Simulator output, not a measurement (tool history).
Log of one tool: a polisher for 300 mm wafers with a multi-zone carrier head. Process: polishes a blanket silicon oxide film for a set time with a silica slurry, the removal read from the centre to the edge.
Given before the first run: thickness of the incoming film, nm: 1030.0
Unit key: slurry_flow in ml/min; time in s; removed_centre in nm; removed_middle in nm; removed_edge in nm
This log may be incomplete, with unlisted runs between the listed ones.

Run 1, hour 0.0: slurry_flow 155 ml/min, centre_zone 1.00, middle_zone 1.00, edge_zone 1.00, slurry_solids 1.00, time 60 s. Result: removed_centre 237.30 nm, removed_middle 252.79 nm, removed_edge 249.17 nm.
Run 2, hour 1.2: slurry_flow 155 ml/min, centre_zone 1.00, middle_zone 1.00, edge_zone 1.08, slurry_solids 1.00, time 60 s. Result: removed_centre 236.15 nm, removed_middle 253.90 nm, removed_edge 252.78 nm.
Run 3, hour 2.3: slurry_flow 155 ml/min, centre_zone 1.00, middle_zone 1.00, edge_zone 1.08, slurry_solids 0.90, time 60 s. Result: removed_centre 213.37 nm, removed_middle 231.36 nm, removed_edge 233.35 nm.
Run 4, hour 8.7: slurry_flow 160 ml/min, centre_zone 1.00, middle_zone 1.00, edge_zone 1.09, slurry_solids 1.00, time 60 s. Result: removed_centre 241.36 nm, removed_middle 252.48 nm, removed_edge 257.59 nm.
Run 5, hour 15.1: slurry_flow 170 ml/min, centre_zone 1.00, middle_zone 1.01, edge_zone 1.10, slurry_solids 1.05, time 60 s. Result: removed_centre 244.53 nm, removed_middle 262.40 nm, removed_edge 263.56 nm.
Run 6, hour 17.0: slurry_flow 170 ml/min, centre_zone 0.96, middle_zone 1.01, edge_zone 1.10, slurry_solids 1.05, time 60 s. Result: removed_centre 238.12 nm, removed_middle 261.71 nm, removed_edge 267.43 nm.
Run 7, hour 17.7: slurry_flow 175 ml/min, centre_zone 0.97, middle_zone 1.01, edge_zone 1.10, slurry_solids 1.10, time 60 s. Result: removed_centre 242.65 nm, removed_middle 274.30 nm, removed_edge 275.19 nm.
Run 8, hour 25.4: slurry_flow 180 ml/min, centre_zone 0.99, middle_zone 1.01, edge_zone 1.10, slurry_solids 1.15, time 60 s. Result: removed_centre 265.66 nm, removed_middle 276.28 nm, removed_edge 280.65 nm.
Run 9, hour 28.7: slurry_flow 185 ml/min, centre_zone 0.99, middle_zone 1.02, edge_zone 1.10, slurry_solids 1.20, time 60 s. Result: removed_centre 272.28 nm, removed_middle 286.26 nm, removed_edge 293.26 nm.
Run 10, hour 36.4: slurry_flow 190 ml/min, centre_zone 1.00, middle_zone 1.03, edge_zone 1.10, slurry_solids 1.25, time 60 s. Result: removed_centre 276.37 nm, removed_middle 295.36 nm, removed_edge 297.28 nm.
Run 11, hour 41.5: slurry_flow 195 ml/min, centre_zone 1.01, middle_zone 1.04, edge_zone 1.10, slurry_solids 1.30, time 60 s. Result: removed_centre 290.26 nm, removed_middle 308.11 nm, removed_edge 301.99 nm.
Run 12, hour 44.6: slurry_flow 200 ml/min, centre_zone 1.01, middle_zone 1.04, edge_zone 1.11, slurry_solids 1.35, time 60 s. Result: removed_centre 293.96 nm, removed_middle 315.18 nm, removed_edge 305.53 nm.
Run 13, hour 50.7: slurry_flow 205 ml/min, centre_zone 1.01, middle_zone 1.04, edge_zone 1.11, slurry_solids 1.40, time 60 s. Result: removed_centre 300.78 nm, removed_middle 323.14 nm, removed_edge 316.15 nm.
Run 14, hour 59.4: slurry_flow 210 ml/min, centre_zone 1.02, middle_zone 1.04, edge_zone 1.12, slurry_solids 1.40, time 60 s. Result: removed_centre 305.32 nm, removed_middle 317.01 nm, removed_edge 320.34 nm.
Run 15, hour 64.0: slurry_flow 215 ml/min, centre_zone 1.02, middle_zone 1.05, edge_zone 1.12, slurry_solids 1.40, time 60 s. Result: removed_centre 307.11 nm, removed_middle 328.31 nm, removed_edge 319.97 nm.

What does the tool deliver on the next run?
Run 16, hour 68.1: slurry_flow 215 ml/min, centre_zone 1.02, middle_zone 1.05, edge_zone 1.13, slurry_solids 1.40, time 60 s. Result: removed_centre ?, removed_middle ?, removed_edge ?.

{"run 16": {"removed_centre": 302.51, "removed_middle": 321.3, "removed_edge": 321.88}}
